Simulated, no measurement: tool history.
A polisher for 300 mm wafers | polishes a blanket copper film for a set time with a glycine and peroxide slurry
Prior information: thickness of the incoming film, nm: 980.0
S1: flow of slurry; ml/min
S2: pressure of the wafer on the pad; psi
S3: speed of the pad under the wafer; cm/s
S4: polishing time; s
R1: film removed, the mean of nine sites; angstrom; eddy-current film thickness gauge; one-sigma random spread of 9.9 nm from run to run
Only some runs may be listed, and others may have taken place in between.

run,hour,S1,S2,S3,S4,R1
1,0.0,165,3.0,116,75,4900.9
2,5.5,165,3.2,118,75,5135.0
3,7.8,165,2.5,118,75,4185.1
4,11.8,165,2.8,120,75,4679.1
5,19.8,165,2.8,120,75,4685.8
6,25.4,165,3.0,122,75,4890.3
7,31.1,165,3.2,124,75,5304.9

Estimate the outcome of run 8 from the log above:
8,35.1,165,3.4,126,75,?

R1: 5659.4 angstrom
